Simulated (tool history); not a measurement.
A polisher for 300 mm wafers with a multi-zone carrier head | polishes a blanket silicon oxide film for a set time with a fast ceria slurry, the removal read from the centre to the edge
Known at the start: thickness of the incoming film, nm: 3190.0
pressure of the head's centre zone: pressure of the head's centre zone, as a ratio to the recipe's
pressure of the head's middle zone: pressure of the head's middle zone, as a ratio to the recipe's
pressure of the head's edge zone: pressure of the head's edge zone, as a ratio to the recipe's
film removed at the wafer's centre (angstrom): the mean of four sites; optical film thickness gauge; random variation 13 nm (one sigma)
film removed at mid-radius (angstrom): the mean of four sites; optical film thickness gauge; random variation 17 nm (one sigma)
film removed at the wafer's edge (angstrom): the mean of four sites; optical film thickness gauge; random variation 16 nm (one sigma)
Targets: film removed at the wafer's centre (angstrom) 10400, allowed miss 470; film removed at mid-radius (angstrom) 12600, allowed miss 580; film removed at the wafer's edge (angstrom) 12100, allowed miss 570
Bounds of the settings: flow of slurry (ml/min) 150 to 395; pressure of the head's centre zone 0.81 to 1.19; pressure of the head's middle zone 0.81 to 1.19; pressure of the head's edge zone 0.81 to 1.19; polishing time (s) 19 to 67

| run | hour | flow of slurry (ml/min) | pressure of the head's centre zone | pressure of the head's middle zone | pressure of the head's edge zone | polishing time (s) | film removed at the wafer's centre (angstrom) | film removed at mid-radius (angstrom) | film removed at the wafer's edge (angstrom) |
|---|---|---|---|---|---|---|---|---|---|
| 1 | 0 | 250 | 1 | 1 | 1 | 43 | 8900.2 | 8618.5 | 8813.6 |
| 2 | 5.9 | 250 | 1.07 | 1 | 1 | 43 | 9708.6 | 8750.4 | 8432.3 |
| 3 | 10.4 | 250 | 1.02 | 1 | 1 | 43 | 9127.4 | 8591.5 | 8785.7 |
| 4 | 11.4 | 255 | 1 | 1.04 | 1.01 | 45 | 9321.2 | 9364.8 | 9076.4 |
| 5 | 19.7 | 255 | 0.97 | 1.05 | 1.02 | 47 | 9409.2 | 9627.1 | 9859.1 |
| 6 | 20.7 | 280 | 0.97 | 1.05 | 1.02 | 47 | 9353.5 | 10029 | 9604.5 |
| 7 | 29.1 | 280 | 0.95 | 1.06 | 1.03 | 49 | 9754.6 | 10644 | 10174 |
| 8 | 35.3 | 280 | 0.93 | 1.07 | 1.04 | 50 | 9951.1 | 11023 | 10477 |
| 9 | 36.6 | 280 | 0.91 | 1.08 | 1.05 | 51 | 9738.4 | 10758 | 10696 |
| 10 | 37.7 | 290 | 0.87 | 1.18 | 1.04 | 58 | 10554 | 13700 | 12140 |
| 11 | 41.9 | 285 | 0.87 | 1.17 | 1.04 | 58 | 10829 | 13406 | 12241 |
| 12 | 49.3 | 280 | 0.86 | 1.16 | 1.04 | 58 | 10734 | 13251 | 11795 |

5 next moves are on the table. One of them brings every result within its allowed miss. Which?
| A | 56.7 | 280 | 0.87 | 1.09 | 0.92 | 62 | ? | ? | ? |
| B | 56.7 | 265 | 0.86 | 1.09 | 1.08 | 58 | ? | ? | ? |
| C | 56.7 | 285 | 0.82 | 1.19 | 0.98 | 60 | ? | ? | ? |
| D | 56.7 | 350 | 0.9 | 1.19 | 1.14 | 59 | ? | ? | ? |
| E | 56.7 | 235 | 0.84 | 1.18 | 0.86 | 61 | ? | ? | ? |

| move | film removed at the wafer's centre (angstrom) | film removed at mid-radius (angstrom) | film removed at the wafer's edge (angstrom) |
|---|---|---|---|
| A | 11310 | 13513 | 12227 |
| B | 10391 | 12566 | 12304 |
| C | 10339 | 14131 | 12190 |
| D | 11402 | 14149 | 13108 |
| E | 10517 | 13962 | 11481 |
A: further off than the last run
B: meets every target
C: further off than the last run
D: further off than the last run
E: further off than the last run
The right move is B.
